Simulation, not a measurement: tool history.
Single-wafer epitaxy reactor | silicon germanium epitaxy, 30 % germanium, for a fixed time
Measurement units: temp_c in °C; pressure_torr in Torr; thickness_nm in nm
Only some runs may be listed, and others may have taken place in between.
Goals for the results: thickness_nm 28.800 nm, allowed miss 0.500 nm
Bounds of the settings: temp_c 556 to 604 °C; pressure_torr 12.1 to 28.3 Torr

run 1 hour=0.0 | temp_c=580 pressure_torr=20.2 | thickness_nm=46.920
run 2 hour=3.4 | temp_c=586 pressure_torr=20.2 | thickness_nm=52.694
run 3 hour=11.3 | temp_c=582 pressure_torr=20.0 | thickness_nm=48.308
run 4 hour=19.5 | temp_c=582 pressure_torr=18.2 | thickness_nm=46.318
run 5 hour=27.6 | temp_c=582 pressure_torr=19.6 | thickness_nm=47.363
run 6 hour=32.3 | temp_c=578 pressure_torr=19.6 | thickness_nm=43.651
run 7 hour=35.8 | temp_c=575 pressure_torr=19.6 | thickness_nm=41.225
run 8 hour=40.6 | temp_c=572 pressure_torr=19.6 | thickness_nm=38.715
run 9 hour=48.3 | temp_c=570 pressure_torr=19.6 | thickness_nm=37.154
run 10 hour=50.2 | temp_c=568 pressure_torr=19.6 | thickness_nm=35.199
run 11 hour=55.2 | temp_c=567 pressure_torr=19.6 | thickness_nm=34.587
-- hour=56.5 pyrometer calibrated
run 12 hour=56.5 | temp_c=566 pressure_torr=19.6 | thickness_nm=29.785

Which single option among these 5 for the next run brings every result within its allowed miss of target? Just one does.
run A hour=57.8 | temp_c=569 pressure_torr=17.6 | thickness_nm=?
run B hour=57.8 | temp_c=565 pressure_torr=19.2 | thickness_nm=?
run C hour=57.8 | temp_c=568 pressure_torr=17.8 | thickness_nm=?
run D hour=57.8 | temp_c=569 pressure_torr=17.3 | thickness_nm=?
run E hour=57.8 | temp_c=570 pressure_torr=18.1 | thickness_nm=?

move=A thickness_nm=30.105
move=B thickness_nm=28.615
move=C thickness_nm=29.587
move=D thickness_nm=29.868
move=E thickness_nm=31.184
A: its largest miss is bigger than the last run's
B: every result lands within tolerance
C: better than the last run, though not everything is in spec
D: its largest miss is bigger than the last run's
E: its largest miss is bigger than the last run's
So the answer is move B, the one that meets all the targets.
